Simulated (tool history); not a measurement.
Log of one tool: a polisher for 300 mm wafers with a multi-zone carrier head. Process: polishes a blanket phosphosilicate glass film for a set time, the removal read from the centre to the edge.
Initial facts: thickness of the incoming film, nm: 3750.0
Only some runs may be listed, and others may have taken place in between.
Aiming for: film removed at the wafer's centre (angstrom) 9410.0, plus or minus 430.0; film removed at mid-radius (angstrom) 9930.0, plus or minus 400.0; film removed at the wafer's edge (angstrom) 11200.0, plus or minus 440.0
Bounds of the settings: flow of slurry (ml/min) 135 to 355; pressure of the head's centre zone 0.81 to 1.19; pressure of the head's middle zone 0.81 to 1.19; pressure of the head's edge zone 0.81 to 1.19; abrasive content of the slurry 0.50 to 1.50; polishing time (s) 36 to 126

run    day  flow of slurry (ml/min)  pressure of the head's centre zone  pressure of the head's middle zone  pressure of the head's edge zone  abrasive content of the slurry  polishing time (s)  film removed at the wafer's centre (angstrom)  film removed at mid-radius (angstrom)  film removed at the wafer's edge (angstrom)
  1  0.000                      225                                1.00                                1.00                              1.00                            1.00                  81                                         7896.7                                 7901.0                                       7960.2
  2  0.262                      225                                0.98                                0.99                              1.05                            1.15                  82                                         8225.8                                 8138.1                                       8622.6
  3  0.412                      225                                0.98                                0.99                              1.05                            1.25                  82                                         8466.1                                 8414.1                                       8772.5
  4  0.583                      230                                0.95                                0.99                              1.09                            1.30                  85                                         8753.5                                 9109.3                                       9474.9
  5  0.679                      230                                0.95                                0.99                              1.09                            1.30                  66                                         6586.7                                 7015.6                                       7466.1
  6  0.971                      230                                0.95                                0.99                              1.09                            1.40                  66                                         6988.7                                 7074.8                                       7694.2
  7  1.279                      230                                0.93                                0.98                              1.12                            1.45                  73                                         7384.9                                 7960.5                                       8514.4
  8  1.608                      230                                0.93                                0.96                              1.14                            1.45                  79                                         8205.8                                 8548.7                                       9092.6
  9  1.783                      225                                0.90                                0.92                              1.15                            1.45                  85                                         8638.9                                 8774.8                                       9813.3
 10  2.108                      230                                0.89                                0.92                              1.16                            1.45                  88                                         8890.0                                 9335.7                                      10550.0
 11  2.383                      240                                0.89                                0.92                              1.17                            1.45                  88                                         8909.8                                 9420.1                                      10512.0
 12  2.542                      250                                0.89                                0.91                              1.18                            1.45                  89                                         9125.6                                 9356.2                                      10675.0
 13  2.638                      255                                0.89                                0.91                              1.18                            1.45                  89                                         9117.1                                 9355.2                                      10776.0

Which single option among these 4 for the next run brings every result within its allowed miss of target? Just one does.
  A  2.733                      295                                0.89                                0.95                              1.19                            1.35                  94                                              ?                                      ?                                            ?
  B  2.733                      305                                0.89                                0.81                              1.17                            1.50                  90                                              ?                                      ?                                            ?
  C  2.733                      255                                0.98                                0.92                              1.14                            1.50                  92                                              ?                                      ?                                            ?
  D  2.733                      280                                0.90                                0.84                              1.19                            1.45                  86                                              ?                                      ?                                            ?

move  film removed at the wafer's centre (angstrom)  film removed at mid-radius (angstrom)  film removed at the wafer's edge (angstrom)
   A                                         9421.0                                10253.0                                      11085.0
   B                                         9381.2                                 9116.3                                      10982.0
   C                                        10348.0                                 9999.5                                      10938.0
   D                                         8876.2                                 8755.3                                      10367.0
A: all results land within tolerance of their targets
B: misses by more than the last run did
C: the worst result of the last run now meets its target, but another is out of spec
D: misses by more than the last run did
Move A is the one to make.
